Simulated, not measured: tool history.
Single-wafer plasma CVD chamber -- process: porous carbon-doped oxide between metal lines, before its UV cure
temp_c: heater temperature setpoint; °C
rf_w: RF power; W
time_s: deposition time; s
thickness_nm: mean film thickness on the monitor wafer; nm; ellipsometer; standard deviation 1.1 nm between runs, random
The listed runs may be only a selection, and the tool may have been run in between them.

{"run": 1, "hour": 0.0, "temp_c": 285, "rf_w": 415, "time_s": 48.4, "thickness_nm": 239.38}
{"run": 2, "hour": 3.2, "temp_c": 282, "rf_w": 415, "time_s": 48.4, "thickness_nm": 243.98}
{"run": 3, "hour": 11.4, "temp_c": 280, "rf_w": 415, "time_s": 48.4, "thickness_nm": 245.96}
{"run": 4, "hour": 20.3, "temp_c": 280, "rf_w": 360, "time_s": 48.4, "thickness_nm": 221.11}
{"run": 5, "hour": 24.9, "temp_c": 280, "rf_w": 360, "time_s": 50, "thickness_nm": 225.06}
{"run": 6, "hour": 29.5, "temp_c": 276, "rf_w": 365, "time_s": 50, "thickness_nm": 236.52}
{"run": 7, "hour": 37.5, "temp_c": 273, "rf_w": 365, "time_s": 50, "thickness_nm": 239.29}

Run 8, settings as shown, results not yet in. Your forecast:
{"run": 8, "hour": 38.5, "temp_c": 270, "rf_w": 370, "time_s": 50, "thickness_nm": "?"}

{"run 8": {"thickness_nm": 247.83}}
